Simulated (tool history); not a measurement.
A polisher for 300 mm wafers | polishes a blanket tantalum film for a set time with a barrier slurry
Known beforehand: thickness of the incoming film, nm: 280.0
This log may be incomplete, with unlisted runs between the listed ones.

run	hour	flow of slurry (ml/min)	pressure of the wafer on the pad (kPa)	speed of the pad under the wafer (cm/s)	abrasive content of the slurry	polishing time (s)	film removed (nm)
1	0	240	11	120	1	50	73.667
2	6.9	240	11	140	1	50	84.329
3	14.2	240	11	140	1	50	84.712
4	20.2	280	11	140	1	50	85.55
5	27.2	280	11	140	0.85	50	81.64
6	32.9	280	10.3	140	0.85	50	78.443
7	39.7	280	9.7	140	0.85	50	73.358

Estimate the outcome of run 8 from the log above:
8	41.2	280	8.3	140	0.85	50	?

film removed (nm): 64.314

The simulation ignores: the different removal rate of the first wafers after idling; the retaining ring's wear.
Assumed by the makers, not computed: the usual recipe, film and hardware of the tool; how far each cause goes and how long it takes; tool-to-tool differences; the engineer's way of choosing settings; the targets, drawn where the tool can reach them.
